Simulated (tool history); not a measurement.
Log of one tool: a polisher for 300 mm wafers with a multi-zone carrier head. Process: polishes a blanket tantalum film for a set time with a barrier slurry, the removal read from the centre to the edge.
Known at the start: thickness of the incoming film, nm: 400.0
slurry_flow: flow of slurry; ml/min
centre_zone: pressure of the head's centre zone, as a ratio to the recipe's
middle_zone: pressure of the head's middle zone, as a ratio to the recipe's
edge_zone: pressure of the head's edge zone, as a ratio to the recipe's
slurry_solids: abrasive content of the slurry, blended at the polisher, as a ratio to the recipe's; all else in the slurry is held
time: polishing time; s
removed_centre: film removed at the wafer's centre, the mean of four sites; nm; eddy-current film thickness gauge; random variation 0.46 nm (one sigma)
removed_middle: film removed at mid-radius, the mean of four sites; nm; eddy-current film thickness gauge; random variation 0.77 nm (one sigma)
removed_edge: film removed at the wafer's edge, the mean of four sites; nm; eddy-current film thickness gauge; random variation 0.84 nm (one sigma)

run  hour  slurry_flow  centre_zone  middle_zone  edge_zone  slurry_solids  time  removed_centre  removed_middle  removed_edge
  1   0.0          260         1.00         1.00       1.00           1.00    37          43.765          45.351        44.547
  2   4.9          260         1.00         1.00       1.00           1.00    33          38.730          39.904        38.926
  3  11.5          260         1.00         1.00       1.00           1.20    33          40.370          41.915        41.009
  4  16.7          260         1.00         1.08       1.00           1.20    33          40.430          43.843        40.946
  5  18.7          260         1.06         1.08       1.00           1.20    33          42.949          44.409        40.780
  6  25.4          270         1.09         1.04       1.02           1.30    36          49.011          47.247        46.339

Forecast run 7:
  7  33.9          280         1.12         1.03       1.02           1.35    39               ?               ?             ?

removed_centre: 55.289 nm
removed_middle: 51.720 nm
removed_edge: 52.126 nm
